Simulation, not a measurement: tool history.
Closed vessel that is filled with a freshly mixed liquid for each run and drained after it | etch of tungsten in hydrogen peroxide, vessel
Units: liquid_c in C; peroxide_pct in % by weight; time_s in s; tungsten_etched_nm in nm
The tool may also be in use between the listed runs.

run,hour,liquid_c,peroxide_pct,time_s,tungsten_etched_nm
1,0,51,23,30,53.958
2,6.7,52,23,30,57.573
3,9.2,52,18,30,51.058
4,16.7,53.5,18,30,55.775
5,22.9,53.5,13,30,47.278
6,30.2,55,13,30,51.519

Forecast run 7:
7,32.8,56.5,13,30,?

Run 7 gave tungsten_etched_nm 56.787 nm.
